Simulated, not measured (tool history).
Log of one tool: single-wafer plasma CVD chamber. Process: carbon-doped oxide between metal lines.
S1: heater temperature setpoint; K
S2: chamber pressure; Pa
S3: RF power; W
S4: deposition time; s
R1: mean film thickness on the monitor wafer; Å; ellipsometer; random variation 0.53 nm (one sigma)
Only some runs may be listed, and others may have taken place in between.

run	hour	S1	S2	S3	S4	R1
1	0.0	623.15	664	465	23.3	1094.6
2	3.0	623.15	664	510	23.3	1167.5
3	11.9	623.15	664	510	23.3	1164.9
4	17.3	633.15	664	510	23.3	1149.1
5	23.2	633.15	583	510	23.3	1121.2
# hour 25.4: thermocouple changed; heater temperature recalibrated
6	25.4	639.15	583	510	23.3	1125.6
7	26.3	639.15	625	530	23.3	1162.7

The next listed run, before its measurement:
8	31.7	639.15	668	540	23.3	?

Run 8 yielded R1 1184.6 Å.

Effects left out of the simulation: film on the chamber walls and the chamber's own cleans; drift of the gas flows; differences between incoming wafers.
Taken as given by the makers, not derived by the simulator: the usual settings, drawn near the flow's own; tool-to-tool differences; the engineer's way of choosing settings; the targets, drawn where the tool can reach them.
